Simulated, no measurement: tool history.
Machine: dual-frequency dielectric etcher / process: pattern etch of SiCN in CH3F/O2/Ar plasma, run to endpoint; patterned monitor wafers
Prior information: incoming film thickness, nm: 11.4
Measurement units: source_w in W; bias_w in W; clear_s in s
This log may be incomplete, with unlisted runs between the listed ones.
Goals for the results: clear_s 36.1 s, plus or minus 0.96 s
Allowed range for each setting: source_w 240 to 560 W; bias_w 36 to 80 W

{"run": 1, "hour": 0.0, "source_w": 400, "bias_w": 58, "clear_s": 30.749}
{"run": 2, "hour": 3.5, "source_w": 470, "bias_w": 58, "clear_s": 29.296}
{"run": 3, "hour": 10.2, "source_w": 470, "bias_w": 67, "clear_s": 27.457}
{"run": 4, "hour": 16.2, "source_w": 520, "bias_w": 67, "clear_s": 26.291}
{"run": 5, "hour": 20.0, "source_w": 470, "bias_w": 63, "clear_s": 28.091}
{"run": 6, "hour": 28.6, "source_w": 430, "bias_w": 59, "clear_s": 29.666}
{"run": 7, "hour": 31.3, "source_w": 400, "bias_w": 56, "clear_s": 31.401}
{"run": 8, "hour": 35.0, "source_w": 380, "bias_w": 55, "clear_s": 31.91}
{"run": 9, "hour": 38.9, "source_w": 360, "bias_w": 53, "clear_s": 33.135}
{"run": 10, "hour": 45.6, "source_w": 350, "bias_w": 52, "clear_s": 33.76}
{"run": 11, "hour": 51.7, "source_w": 340, "bias_w": 51, "clear_s": 34.822}

Pick the move, out of 5, that brings all results within their allowed miss; only one does.
{"run": "A", "hour": 57.8, "source_w": 320, "bias_w": 52, "clear_s": "?"}
{"run": "B", "hour": 57.8, "source_w": 360, "bias_w": 52, "clear_s": "?"}
{"run": "C", "hour": 57.8, "source_w": 330, "bias_w": 46, "clear_s": "?"}
{"run": "D", "hour": 57.8, "source_w": 340, "bias_w": 54, "clear_s": "?"}
{"run": "E", "hour": 57.8, "source_w": 360, "bias_w": 51, "clear_s": "?"}

move=A clear_s=34.323
move=B clear_s=33.022
move=C clear_s=35.836
move=D clear_s=33.105
move=E clear_s=33.3
A: moves away from the targets compared with the last run
B: moves away from the targets compared with the last run
C: meets every target
D: moves away from the targets compared with the last run
E: moves away from the targets compared with the last run
C is the move that brings every result within its allowed miss.
